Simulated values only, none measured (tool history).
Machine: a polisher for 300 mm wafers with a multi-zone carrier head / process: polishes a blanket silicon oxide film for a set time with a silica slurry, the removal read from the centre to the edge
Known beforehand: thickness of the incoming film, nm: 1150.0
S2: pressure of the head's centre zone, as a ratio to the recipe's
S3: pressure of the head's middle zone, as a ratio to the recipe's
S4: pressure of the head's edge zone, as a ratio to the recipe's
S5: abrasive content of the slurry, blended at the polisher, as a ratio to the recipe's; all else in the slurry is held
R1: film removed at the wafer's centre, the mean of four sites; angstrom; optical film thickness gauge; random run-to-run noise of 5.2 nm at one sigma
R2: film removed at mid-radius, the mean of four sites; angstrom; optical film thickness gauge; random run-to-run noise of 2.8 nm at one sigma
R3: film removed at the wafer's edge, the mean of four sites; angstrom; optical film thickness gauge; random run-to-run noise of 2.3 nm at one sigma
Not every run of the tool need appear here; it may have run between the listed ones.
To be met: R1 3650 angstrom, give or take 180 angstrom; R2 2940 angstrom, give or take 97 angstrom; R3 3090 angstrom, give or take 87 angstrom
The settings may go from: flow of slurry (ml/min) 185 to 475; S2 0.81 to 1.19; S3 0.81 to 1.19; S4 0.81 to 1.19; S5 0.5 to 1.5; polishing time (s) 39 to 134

{"run": 1, "hour": 0.0, "flow of slurry (ml/min)": 305, "S2": 1, "S3": 1, "S4": 1, "S5": 1, "polishing time (s)": 86, "R1": 2279.5, "R2": 2205.4, "R3": 2145.2}
{"run": 2, "hour": 0.7, "flow of slurry (ml/min)": 310, "S2": 1.03, "S3": 1, "S4": 1.03, "S5": 1.1, "polishing time (s)": 87, "R1": 2505.6, "R2": 2334.7, "R3": 2354.9}
{"run": 3, "hour": 3.8, "flow of slurry (ml/min)": 310, "S2": 1.03, "S3": 0.95, "S4": 1.03, "S5": 1.1, "polishing time (s)": 87, "R1": 2537.9, "R2": 2225.3, "R3": 2339.3}
{"run": 4, "hour": 12.4, "flow of slurry (ml/min)": 320, "S2": 1.06, "S3": 0.97, "S4": 1.04, "S5": 1.15, "polishing time (s)": 87, "R1": 2618.7, "R2": 2346.3, "R3": 2421}
{"run": 5, "hour": 13.2, "flow of slurry (ml/min)": 315, "S2": 1.08, "S3": 0.96, "S4": 1.03, "S5": 1.2, "polishing time (s)": 88, "R1": 2753.3, "R2": 2378.7, "R3": 2454.1}
{"run": 6, "hour": 16.5, "flow of slurry (ml/min)": 315, "S2": 1.08, "S3": 0.96, "S4": 0.98, "S5": 1.2, "polishing time (s)": 88, "R1": 2773.4, "R2": 2388.1, "R3": 2425.6}
{"run": 7, "hour": 24.5, "flow of slurry (ml/min)": 320, "S2": 1.1, "S3": 0.96, "S4": 0.99, "S5": 1.25, "polishing time (s)": 89, "R1": 2920.1, "R2": 2414.5, "R3": 2538.3}
{"run": 8, "hour": 26.7, "flow of slurry (ml/min)": 325, "S2": 1.12, "S3": 0.97, "S4": 1, "S5": 1.3, "polishing time (s)": 90, "R1": 3159, "R2": 2512.4, "R3": 2624.7}
{"run": 9, "hour": 34.5, "flow of slurry (ml/min)": 330, "S2": 1.12, "S3": 0.99, "S4": 1.02, "S5": 1.35, "polishing time (s)": 90, "R1": 3057.9, "R2": 2672.3, "R3": 2659.7}
{"hour": 38.6, "done": "worn pad replaced by a new one"}
{"run": 10, "hour": 38.6, "flow of slurry (ml/min)": 330, "S2": 1.13, "S3": 0.98, "S4": 1.03, "S5": 1.4, "polishing time (s)": 91, "R1": 3760.7, "R2": 3081.1, "R3": 3187.8}
{"run": 11, "hour": 42.6, "flow of slurry (ml/min)": 330, "S2": 1.12, "S3": 0.97, "S4": 1.02, "S5": 1.4, "polishing time (s)": 91, "R1": 3650.1, "R2": 3061.8, "R3": 3166.1}
{"run": 12, "hour": 46.9, "flow of slurry (ml/min)": 325, "S2": 1.12, "S3": 0.97, "S4": 1.02, "S5": 1.4, "polishing time (s)": 91, "R1": 3742.7, "R2": 3106.8, "R3": 3157.4}
{"run": 13, "hour": 52.1, "flow of slurry (ml/min)": 335, "S2": 1.12, "S3": 0.97, "S4": 1.02, "S5": 1.4, "polishing time (s)": 91, "R1": 3693, "R2": 3135.8, "R3": 3187.3}
{"run": 14, "hour": 57.1, "flow of slurry (ml/min)": 330, "S2": 1.12, "S3": 0.97, "S4": 1.02, "S5": 1.4, "polishing time (s)": 91, "R1": 3638, "R2": 3126, "R3": 3146.1}
{"run": 15, "hour": 61.3, "flow of slurry (ml/min)": 325, "S2": 1.12, "S3": 0.96, "S4": 1.02, "S5": 1.4, "polishing time (s)": 91, "R1": 3540.5, "R2": 3080.3, "R3": 3178.1}
{"run": 16, "hour": 66.6, "flow of slurry (ml/min)": 330, "S2": 1.13, "S3": 0.96, "S4": 1.02, "S5": 1.4, "polishing time (s)": 91, "R1": 3659.1, "R2": 3067, "R3": 3170.1}
{"run": 17, "hour": 69.5, "flow of slurry (ml/min)": 325, "S2": 1.13, "S3": 0.96, "S4": 1.02, "S5": 1.4, "polishing time (s)": 91, "R1": 3636.9, "R2": 3051.9, "R3": 3186.2}
{"run": 18, "hour": 75.6, "flow of slurry (ml/min)": 325, "S2": 1.14, "S3": 0.96, "S4": 1.02, "S5": 1.4, "polishing time (s)": 91, "R1": 3755.9, "R2": 3086.2, "R3": 3186.7}

Next run, 5 choices. One meets every target within its allowed miss, the rest don't. Which?
{"run": "A", "hour": 81.7, "flow of slurry (ml/min)": 390, "S2": 1.05, "S3": 1.11, "S4": 1.03, "S5": 1.3, "polishing time (s)": 87, "R1": "?", "R2": "?", "R3": "?"}
{"run": "B", "hour": 81.7, "flow of slurry (ml/min)": 355, "S2": 1.11, "S3": 0.92, "S4": 0.97, "S5": 1.35, "polishing time (s)": 91, "R1": "?", "R2": "?", "R3": "?"}
{"run": "C", "hour": 81.7, "flow of slurry (ml/min)": 365, "S2": 1.1, "S3": 0.95, "S4": 1.01, "S5": 1.4, "polishing time (s)": 94, "R1": "?", "R2": "?", "R3": "?"}
{"run": "D", "hour": 81.7, "flow of slurry (ml/min)": 340, "S2": 1.02, "S3": 0.96, "S4": 1.08, "S5": 1.4, "polishing time (s)": 86, "R1": "?", "R2": "?", "R3": "?"}
{"run": "E", "hour": 81.7, "flow of slurry (ml/min)": 325, "S2": 1.14, "S3": 1.1, "S4": 0.98, "S5": 1.4, "polishing time (s)": 92, "R1": "?", "R2": "?", "R3": "?"}

move=A R1=3255 R2=3222.7 R3=2948.1
move=B R1=3624.7 R2=2900.6 R3=3058.7
move=C R1=3779.1 R2=3133.4 R3=3259.6
move=D R1=3182.2 R2=2874.6 R3=3040.1
move=E R1=3793.3 R2=3434.7 R3=3124.3
A: the biggest miss grows against the last run
B: every result within its allowed miss
C: the biggest miss grows against the last run
D: the furthest-off result lands on target, but another misses its tolerance
E: the biggest miss grows against the last run
Answer: B
